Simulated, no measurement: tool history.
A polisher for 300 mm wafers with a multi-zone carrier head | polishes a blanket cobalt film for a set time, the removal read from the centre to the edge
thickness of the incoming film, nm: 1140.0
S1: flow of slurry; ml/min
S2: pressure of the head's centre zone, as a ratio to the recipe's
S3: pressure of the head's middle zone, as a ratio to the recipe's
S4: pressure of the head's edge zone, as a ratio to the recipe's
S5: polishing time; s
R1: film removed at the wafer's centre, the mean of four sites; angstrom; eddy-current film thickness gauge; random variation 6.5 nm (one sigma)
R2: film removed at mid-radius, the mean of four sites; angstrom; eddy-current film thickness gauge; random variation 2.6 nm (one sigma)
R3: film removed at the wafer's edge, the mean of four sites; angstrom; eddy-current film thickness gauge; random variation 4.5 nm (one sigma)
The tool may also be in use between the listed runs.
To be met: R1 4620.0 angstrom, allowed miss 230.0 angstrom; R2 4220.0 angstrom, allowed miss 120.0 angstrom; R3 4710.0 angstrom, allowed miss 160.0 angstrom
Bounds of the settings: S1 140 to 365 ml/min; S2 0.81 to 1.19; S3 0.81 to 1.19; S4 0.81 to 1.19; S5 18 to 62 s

run,hour,S1,S2,S3,S4,S5,R1,R2,R3
1,0.0,235,1.00,1.00,1.00,40,3571.6,3560.6,3440.0
2,1.2,235,1.00,0.92,1.00,40,3470.0,3369.9,3457.2
3,9.0,235,1.00,0.92,1.00,30,2629.0,2535.0,2592.5
4,15.9,235,1.07,0.92,1.00,30,2837.9,2528.6,2559.0
5,24.8,240,1.06,0.92,1.03,34,3215.5,2833.0,3009.6
6,30.2,205,1.06,0.92,1.03,34,3173.7,2782.9,2934.4
7,39.1,215,1.06,0.94,1.06,36,3295.4,3006.7,3152.9
8,47.5,225,1.07,0.95,1.09,38,3600.2,3259.4,3404.7
9,51.0,230,1.07,0.94,1.11,40,3835.0,3388.0,3665.5
10,56.6,240,1.06,0.94,1.13,41,3762.2,3487.0,3816.5
11,65.0,265,1.13,0.96,1.19,49,4913.1,4292.9,4721.9
12,72.6,265,1.12,0.96,1.19,49,4886.4,4333.5,4602.8

Which of these 4 next moves meets every target?
A,80.2,235,1.19,0.90,1.12,49,?,?,?
B,80.2,235,1.04,0.91,1.19,50,?,?,?
C,80.2,275,1.11,1.02,1.10,49,?,?,?
D,80.2,230,1.18,1.11,1.14,50,?,?,?

move,R1,R2,R3
A,5055.0,4048.7,4466.1
B,4535.2,4161.1,4702.1
C,4835.2,4455.1,4485.0
D,5105.3,4687.8,4579.3
A: further off than the last run
B: meets every target
C: brings the result that was furthest off to its target, and leaves another outside
D: further off than the last run
Move B is the one to make.
